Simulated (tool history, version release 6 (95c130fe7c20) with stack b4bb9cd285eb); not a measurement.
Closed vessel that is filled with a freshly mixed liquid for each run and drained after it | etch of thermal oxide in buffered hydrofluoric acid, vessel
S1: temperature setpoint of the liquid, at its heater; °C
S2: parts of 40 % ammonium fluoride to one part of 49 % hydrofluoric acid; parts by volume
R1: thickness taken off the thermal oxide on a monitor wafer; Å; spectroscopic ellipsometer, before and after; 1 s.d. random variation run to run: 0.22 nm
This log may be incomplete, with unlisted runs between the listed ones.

Run 1, hour 0.0: S1 24.0 °C, S2 12.0 parts by volume, time in the liquid (s) 30. Result: R1 329.51 Å.
Run 2, hour 4.0: S1 26.5 °C, S2 11.5 parts by volume, time in the liquid (s) 30. Result: R1 396.29 Å.
Run 3, hour 13.0: S1 28.0 °C, S2 11.5 parts by volume, time in the liquid (s) 30. Result: R1 427.97 Å.
Run 4, hour 20.5: S1 30.0 °C, S2 11.5 parts by volume, time in the liquid (s) 30. Result: R1 474.70 Å.
Run 5, hour 22.4: S1 30.0 °C, S2 8.0 parts by volume, time in the liquid (s) 30. Result: R1 658.85 Å.
Run 6, hour 26.2: S1 29.0 °C, S2 8.0 parts by volume, time in the liquid (s) 30. Result: R1 628.36 Å.

What will run 7 give?
Run 7, hour 35.1: S1 28.0 °C, S2 8.0 parts by volume, time in the liquid (s) 30. Result: R1 ?.

{"run 7": {"R1": 595.51}}
